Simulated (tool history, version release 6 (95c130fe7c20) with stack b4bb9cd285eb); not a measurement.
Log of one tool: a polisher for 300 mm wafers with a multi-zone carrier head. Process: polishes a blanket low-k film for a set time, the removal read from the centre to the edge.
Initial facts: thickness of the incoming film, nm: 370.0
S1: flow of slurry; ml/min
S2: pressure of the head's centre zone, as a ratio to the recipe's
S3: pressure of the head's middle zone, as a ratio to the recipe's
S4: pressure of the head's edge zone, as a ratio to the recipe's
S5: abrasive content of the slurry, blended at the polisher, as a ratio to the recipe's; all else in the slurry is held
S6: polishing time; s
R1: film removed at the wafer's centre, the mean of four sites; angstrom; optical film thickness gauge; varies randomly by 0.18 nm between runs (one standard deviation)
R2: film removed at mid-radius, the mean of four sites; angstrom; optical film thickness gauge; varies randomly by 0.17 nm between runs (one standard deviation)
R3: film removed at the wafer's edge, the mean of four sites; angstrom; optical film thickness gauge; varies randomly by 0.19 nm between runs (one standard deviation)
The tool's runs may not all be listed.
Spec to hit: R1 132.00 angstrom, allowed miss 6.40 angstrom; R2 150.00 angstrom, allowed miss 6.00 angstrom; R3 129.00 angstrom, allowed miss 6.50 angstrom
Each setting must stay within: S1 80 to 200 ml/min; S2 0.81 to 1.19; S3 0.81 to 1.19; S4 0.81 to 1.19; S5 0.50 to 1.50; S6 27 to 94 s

| run | hour | S1 | S2 | S3 | S4 | S5 | S6 | R1 | R2 | R3 |
|---|---|---|---|---|---|---|---|---|---|---|
| 1 | 0.0 | 130 | 1.00 | 1.00 | 1.00 | 1.00 | 60 | 180.18 | 180.17 | 175.66 |
| 2 | 8.8 | 130 | 1.00 | 1.00 | 1.05 | 1.00 | 60 | 179.93 | 177.27 | 182.52 |
| 3 | 9.9 | 130 | 1.00 | 1.00 | 1.05 | 1.00 | 52 | 157.86 | 155.92 | 160.47 |
| 4 | 12.8 | 130 | 1.00 | 1.04 | 1.05 | 1.00 | 52 | 159.92 | 162.28 | 163.54 |
| 5 | 14.7 | 130 | 1.00 | 1.04 | 1.05 | 0.85 | 52 | 144.13 | 150.21 | 145.49 |
| 6 | 21.0 | 130 | 0.93 | 1.04 | 1.05 | 0.85 | 52 | 136.24 | 149.04 | 141.31 |
| 7 | 21.8 | 130 | 0.93 | 1.04 | 1.02 | 0.85 | 52 | 135.32 | 146.58 | 140.60 |
| 8 | 23.5 | 130 | 0.93 | 1.06 | 0.98 | 0.85 | 52 | 134.24 | 148.04 | 144.40 |
| 9 | 28.6 | 140 | 0.92 | 1.05 | 1.03 | 0.75 | 54 | 132.34 | 145.02 | 136.76 |
| 10 | 29.8 | 155 | 0.92 | 1.08 | 1.03 | 0.70 | 55 | 131.01 | 144.22 | 135.95 |
| 11 | 33.1 | 145 | 0.95 | 1.12 | 1.03 | 0.65 | 56 | 125.65 | 138.33 | 130.01 |

Below are 4 possible settings for the next run. Only one of them brings all results inside the allowed miss of their targets. Which is it?
| A | 36.4 | 180 | 0.81 | 1.19 | 1.01 | 0.50 | 68 | ? | ? | ? |
| B | 36.4 | 195 | 0.94 | 1.15 | 0.98 | 0.50 | 70 | ? | ? | ? |
| C | 36.4 | 180 | 0.83 | 1.19 | 1.02 | 0.50 | 70 | ? | ? | ? |
| D | 36.4 | 200 | 0.83 | 1.19 | 0.86 | 0.50 | 69 | ? | ? | ? |

| move | R1 | R2 | R3 |
|---|---|---|---|
| A | 115.86 | 146.00 | 125.53 |
| B | 133.53 | 148.34 | 128.62 |
| C | 121.17 | 150.28 | 129.84 |
| D | 121.68 | 150.65 | 119.62 |
A: the furthest-off result lands on target, but another misses its tolerance
B: each result inside its tolerance
C: the furthest-off result lands on target, but another misses its tolerance
D: the furthest-off result lands on target, but another misses its tolerance
Correct choice: B, which meets every target

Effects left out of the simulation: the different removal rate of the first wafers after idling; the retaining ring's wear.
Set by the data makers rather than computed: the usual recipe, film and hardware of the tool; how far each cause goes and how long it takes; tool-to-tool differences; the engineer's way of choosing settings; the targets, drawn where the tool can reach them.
